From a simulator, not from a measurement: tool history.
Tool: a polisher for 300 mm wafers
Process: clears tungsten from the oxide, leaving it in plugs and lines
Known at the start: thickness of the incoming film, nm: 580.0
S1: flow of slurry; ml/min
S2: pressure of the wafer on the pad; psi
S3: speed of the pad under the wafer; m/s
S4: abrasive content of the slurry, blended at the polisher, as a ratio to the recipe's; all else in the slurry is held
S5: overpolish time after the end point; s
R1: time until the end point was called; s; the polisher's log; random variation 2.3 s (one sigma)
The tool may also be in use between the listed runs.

run,hour,S1,S2,S3,S4,S5,R1
1,0,300,4,0.86,1,12,131.36
2,7.4,300,3.7,0.86,1,12,140.75
3,11.5,250,3.7,0.86,1,12,142.28
4,13.2,250,3.7,0.86,1,12,142.57
5,20.1,250,3.1,0.82,1,12,177.51
6,27.3,250,3.1,0.98,1,12,151.02

Forecast run 7:
7,30,245,2,0.74,0.95,12,?

{"run 7": {"R1": 298.98}}

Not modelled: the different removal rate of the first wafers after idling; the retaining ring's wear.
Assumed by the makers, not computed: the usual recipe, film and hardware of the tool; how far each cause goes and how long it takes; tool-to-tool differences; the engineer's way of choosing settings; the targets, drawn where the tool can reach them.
